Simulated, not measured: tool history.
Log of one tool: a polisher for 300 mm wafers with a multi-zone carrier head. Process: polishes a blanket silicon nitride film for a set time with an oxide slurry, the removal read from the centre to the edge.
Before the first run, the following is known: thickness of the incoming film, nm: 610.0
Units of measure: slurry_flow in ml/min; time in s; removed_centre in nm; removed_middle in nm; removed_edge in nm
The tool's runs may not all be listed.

| run | hour | slurry_flow | centre_zone | middle_zone | edge_zone | slurry_solids | time | removed_centre | removed_middle | removed_edge |
|---|---|---|---|---|---|---|---|---|---|---|
| 1 | 0 | 140 | 1 | 1 | 1 | 1 | 40 | 21.97 | 21.402 | 20.946 |
| 2 | 8.8 | 145 | 1 | 1 | 1.03 | 1 | 40 | 22.224 | 21.225 | 21.643 |
| 3 | 15.4 | 145 | 1 | 1 | 0.96 | 1 | 40 | 22.114 | 21.366 | 20.548 |
| 4 | 21.7 | 170 | 1 | 1 | 0.96 | 1 | 40 | 22.891 | 21.987 | 21.181 |
| 5 | 27.9 | 175 | 0.99 | 1 | 0.98 | 1 | 40 | 22.749 | 22.169 | 21.694 |
| 6 | 32.9 | 180 | 0.99 | 1 | 1 | 1 | 40 | 22.967 | 22.421 | 21.319 |
| 7 | 35.7 | 175 | 0.98 | 1 | 1.02 | 1.05 | 40 | 23.141 | 22.558 | 22.513 |
| 8 | 39.5 | 175 | 0.98 | 1 | 1.03 | 1.05 | 40 | 23.145 | 22.609 | 22.547 |
| 9 | 48.4 | 175 | 0.98 | 1 | 1.04 | 1.05 | 40 | 22.938 | 22.617 | 22.434 |

Forecast run 10:
| 10 | 49.9 | 175 | 0.98 | 1 | 1.06 | 1.05 | 40 | ? | ? | ? |

removed_centre: 22.926 nm
removed_middle: 22.531 nm
removed_edge: 22.934 nm

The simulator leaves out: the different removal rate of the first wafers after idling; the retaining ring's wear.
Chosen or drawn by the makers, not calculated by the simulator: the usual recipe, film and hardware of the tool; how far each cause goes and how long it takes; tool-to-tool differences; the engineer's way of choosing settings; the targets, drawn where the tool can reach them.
